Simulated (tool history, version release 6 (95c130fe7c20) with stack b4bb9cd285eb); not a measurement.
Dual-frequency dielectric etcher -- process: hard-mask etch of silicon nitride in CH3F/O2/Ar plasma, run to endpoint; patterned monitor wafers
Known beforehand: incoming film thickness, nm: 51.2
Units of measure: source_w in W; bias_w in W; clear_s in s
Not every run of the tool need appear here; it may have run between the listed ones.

run  hour  source_w  bias_w  clear_s
  1   0.0       320      78   80.071
  2   6.8       320      86   78.157
  3  15.7       320      78   80.613
  4  21.5       270      78   83.785
  5  23.2       300      82   80.775
  6  26.4       300      87   78.675
  7  28.7       320      89   77.138
  8  34.7       340      91   74.580

Run 9 is up next; what results do you expect?
  9  41.7       350      92        ?

{"run 9": {"clear_s": 73.911}}
